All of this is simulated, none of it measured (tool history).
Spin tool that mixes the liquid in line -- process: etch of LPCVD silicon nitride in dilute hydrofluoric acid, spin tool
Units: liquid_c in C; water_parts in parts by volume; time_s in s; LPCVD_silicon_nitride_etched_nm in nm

run    day  liquid_c  water_parts  time_s  LPCVD_silicon_nitride_etched_nm
  1      0        21           80     290                           1.5868
  2  0.121      20.5           85     290                            1.544
  3  0.212        20           90     290                           1.4099
  4  0.433        20           90     290                           1.3872
  5    0.8      19.5           95     290                           1.3085
  6  1.079      19.5          105     290                           1.1628
  7  1.179        19          105     290                           1.0961

Forecast run 8:
  8  1.254        19          105     290                                ?

LPCVD_silicon_nitride_etched_nm: 1.0894 nm
